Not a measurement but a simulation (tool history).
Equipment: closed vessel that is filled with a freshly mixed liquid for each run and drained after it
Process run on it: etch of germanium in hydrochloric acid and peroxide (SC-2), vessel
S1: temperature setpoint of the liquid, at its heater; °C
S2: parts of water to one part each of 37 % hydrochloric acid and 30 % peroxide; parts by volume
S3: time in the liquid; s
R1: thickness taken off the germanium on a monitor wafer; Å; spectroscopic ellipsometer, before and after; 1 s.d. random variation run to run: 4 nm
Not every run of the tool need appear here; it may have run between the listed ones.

run 1 hour=0 | S1=63 S2=7 S3=90 | R1=3535.4
run 2 hour=8.7 | S1=67 S2=7 S3=90 | R1=3995.1
run 3 hour=10.3 | S1=67 S2=7 S3=90 | R1=4032.3
run 4 hour=16.1 | S1=63 S2=7 S3=90 | R1=3629.9
run 5 hour=21.8 | S1=64 S2=7 S3=90 | R1=3714.1
run 6 hour=26.5 | S1=65 S2=7 S3=90 | R1=3832.1
run 7 hour=33.9 | S1=65.5 S2=7 S3=90 | R1=3853.6
run 8 hour=39.7 | S1=66 S2=7 S3=90 | R1=3850.9

Run 9, settings as shown, results not yet in. Your forecast:
run 9 hour=41 | S1=67 S2=7 S3=90 | R1=?

Run 9 yielded R1 4003.8 Å.
